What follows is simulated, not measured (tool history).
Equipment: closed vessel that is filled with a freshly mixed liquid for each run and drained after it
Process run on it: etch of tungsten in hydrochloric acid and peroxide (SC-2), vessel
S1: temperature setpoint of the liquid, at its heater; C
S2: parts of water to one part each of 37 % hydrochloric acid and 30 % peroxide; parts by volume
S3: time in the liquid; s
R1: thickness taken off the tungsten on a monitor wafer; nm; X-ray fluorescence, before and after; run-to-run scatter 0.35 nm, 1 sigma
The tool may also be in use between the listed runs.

run  hour    S1    S2  S3      R1
  1   0.0  58.0  11.5  95  16.153
  2   5.2  61.0  10.5  95  21.324
  3  12.9  61.0  14.0  95  16.722
  4  17.5  63.5  12.5  95  21.394
  5  22.1  65.5  11.5  95  25.976
  6  26.5  67.0  10.5  95  30.506
  7  32.9  68.0  10.0  95  33.442
     34.4  -- chemicals flow meter replaced
  8  34.4  69.0   9.5  95  34.781
  9  35.2  69.5   8.5  95  39.237
 10  39.1  70.0   8.0  95  42.778
 11  39.7  70.5   8.0  95  43.964
 12  40.3  71.0   8.0  95  45.174

What does the tool deliver on the next run?
 13  48.9  71.5  7.5  95   ?

R1: 48.695 nm
